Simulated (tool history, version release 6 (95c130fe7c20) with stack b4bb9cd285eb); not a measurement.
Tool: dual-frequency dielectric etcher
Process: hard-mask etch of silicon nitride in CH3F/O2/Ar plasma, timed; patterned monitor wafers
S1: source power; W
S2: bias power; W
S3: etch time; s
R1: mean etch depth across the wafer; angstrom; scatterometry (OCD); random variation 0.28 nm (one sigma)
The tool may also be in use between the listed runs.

run,hour,S1,S2,S3,R1
1,0.0,490,59,143,981.96
2,5.8,490,59,132,915.73
3,9.1,540,59,132,943.99
4,11.4,490,59,132,906.19
5,19.9,490,54,132,874.25
6,27.1,420,54,132,824.46
7,28.5,460,54,132,854.26
8,30.4,490,55,132,885.81
9,36.0,490,55,132,884.33
10,40.3,520,55,132,904.30
11,42.5,540,56,132,924.38
12,44.5,560,57,132,946.65
13,46.0,580,57,132,959.62
14,50.8,590,57,132,965.29

Forecast run 15:
15,53.8,600,57,132,?

R1: 968.73 angstrom

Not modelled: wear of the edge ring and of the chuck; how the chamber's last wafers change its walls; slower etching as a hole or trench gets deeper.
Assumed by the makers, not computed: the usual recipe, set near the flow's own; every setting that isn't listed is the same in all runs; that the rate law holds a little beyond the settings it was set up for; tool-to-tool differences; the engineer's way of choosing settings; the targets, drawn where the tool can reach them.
